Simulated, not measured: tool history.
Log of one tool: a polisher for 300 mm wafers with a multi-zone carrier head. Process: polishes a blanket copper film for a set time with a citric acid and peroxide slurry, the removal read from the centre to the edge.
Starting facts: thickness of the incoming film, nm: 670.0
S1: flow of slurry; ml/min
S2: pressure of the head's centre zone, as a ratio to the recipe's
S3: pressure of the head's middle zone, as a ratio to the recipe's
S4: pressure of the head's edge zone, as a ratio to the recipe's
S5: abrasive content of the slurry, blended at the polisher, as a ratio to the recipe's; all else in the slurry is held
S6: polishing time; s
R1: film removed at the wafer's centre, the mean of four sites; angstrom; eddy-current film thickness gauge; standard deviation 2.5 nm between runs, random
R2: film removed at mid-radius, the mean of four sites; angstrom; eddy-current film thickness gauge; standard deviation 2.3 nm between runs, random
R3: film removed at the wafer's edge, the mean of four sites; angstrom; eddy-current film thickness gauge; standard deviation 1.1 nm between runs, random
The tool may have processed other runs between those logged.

run	hour	S1	S2	S3	S4	S5	S6	R1	R2	R3
1	0	235	1	1	1	1	64	1356.1	1350.1	1410.7
2	4.8	210	1	1	1	1	64	1340.5	1340	1394.1
3	10.9	210	1	1	0.94	1	64	1351.5	1330.5	1377.7
4	14.1	210	1	1	0.99	1	64	1383.1	1343.9	1396.3
5	17	210	1	1	0.99	0.85	64	1319	1316.6	1319.4
6	23.9	210	1	1	0.99	0.85	79	1601.2	1619	1645.7
7	30.5	210	1.01	0.99	0.99	0.85	79	1649.2	1641.5	1661.3
8	37.1	210	1.02	0.98	0.99	0.85	79	1638.2	1555	1654.3

Run 9 comes next. What will it give?
9	44.7	210	1.03	0.98	0.99	0.85	79	?	?	?

R1: 1659.4 angstrom
R2: 1548.5 angstrom
R3: 1645.1 angstrom
